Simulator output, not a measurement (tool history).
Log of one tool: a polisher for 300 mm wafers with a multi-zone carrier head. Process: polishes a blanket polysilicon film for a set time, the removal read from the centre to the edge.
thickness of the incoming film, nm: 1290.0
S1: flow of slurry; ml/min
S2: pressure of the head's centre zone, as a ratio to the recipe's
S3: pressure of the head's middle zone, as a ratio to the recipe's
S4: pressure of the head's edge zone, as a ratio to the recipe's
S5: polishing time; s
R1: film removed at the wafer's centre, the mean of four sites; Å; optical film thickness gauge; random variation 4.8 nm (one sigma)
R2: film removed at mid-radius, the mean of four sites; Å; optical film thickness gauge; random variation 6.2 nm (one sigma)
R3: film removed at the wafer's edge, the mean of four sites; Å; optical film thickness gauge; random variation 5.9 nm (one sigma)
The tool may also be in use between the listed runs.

| run | hour | S1 | S2 | S3 | S4 | S5 | R1 | R2 | R3 |
|---|---|---|---|---|---|---|---|---|---|
| 1 | 0 | 275 | 1 | 1 | 1 | 45 | 2859.5 | 2830.5 | 2928.2 |
| 2 | 8.4 | 275 | 1.01 | 1.01 | 1.03 | 50 | 3171.1 | 3199.8 | 3277.6 |
| 3 | 9.5 | 275 | 1.01 | 1.01 | 0.97 | 50 | 3203.7 | 3207.5 | 3219.1 |
| 4 | 13 | 275 | 1.01 | 1 | 0.99 | 54 | 3466.2 | 3484.6 | 3440.6 |
| 5 | 17.9 | 275 | 1.01 | 0.99 | 1.04 | 57 | 3580.3 | 3528.8 | 3761.3 |
| 6 | 25.5 | 275 | 1.03 | 1.01 | 1.06 | 59 | 3795.8 | 3763.8 | 3936 |
| 7 | 32.7 | 280 | 1.04 | 1.02 | 1.08 | 61 | 3879.5 | 3874.6 | 4144.7 |
| 8 | 34.2 | 280 | 1.05 | 1.03 | 1.08 | 62 | 4046.7 | 4182.8 | 4077.8 |

The next listed run, before its measurement:
| 9 | 37.7 | 280 | 1.05 | 1.02 | 1.09 | 63 | ? | ? | ? |

R1: 4156.6 Å
R2: 4093.2 Å
R3: 4182.1 Å
